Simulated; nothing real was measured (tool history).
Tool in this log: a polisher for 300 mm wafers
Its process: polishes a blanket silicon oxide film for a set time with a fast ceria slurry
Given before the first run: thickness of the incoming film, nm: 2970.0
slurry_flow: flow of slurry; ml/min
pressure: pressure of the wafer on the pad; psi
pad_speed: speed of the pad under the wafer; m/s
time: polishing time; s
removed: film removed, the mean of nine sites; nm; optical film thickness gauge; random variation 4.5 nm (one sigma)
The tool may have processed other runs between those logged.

run,day,slurry_flow,pressure,pad_speed,time,removed
1,0,285,3.1,1,20,294.72
2,0.342,285,3.1,0.74,20,221.22
3,0.504,285,3.4,0.78,20,256.14
4,0.838,285,3.6,0.82,20,284.24
5,1.046,255,3.6,0.82,20,279.84
6,1.25,260,3.8,0.84,20,299.83
7,1.312,265,4.7,1.12,20,493.23

Run 8 has not been measured yet. What should we expect?
8,1.333,270,4.8,1.14,20,?

{"run 8": {"removed": 511.71}}

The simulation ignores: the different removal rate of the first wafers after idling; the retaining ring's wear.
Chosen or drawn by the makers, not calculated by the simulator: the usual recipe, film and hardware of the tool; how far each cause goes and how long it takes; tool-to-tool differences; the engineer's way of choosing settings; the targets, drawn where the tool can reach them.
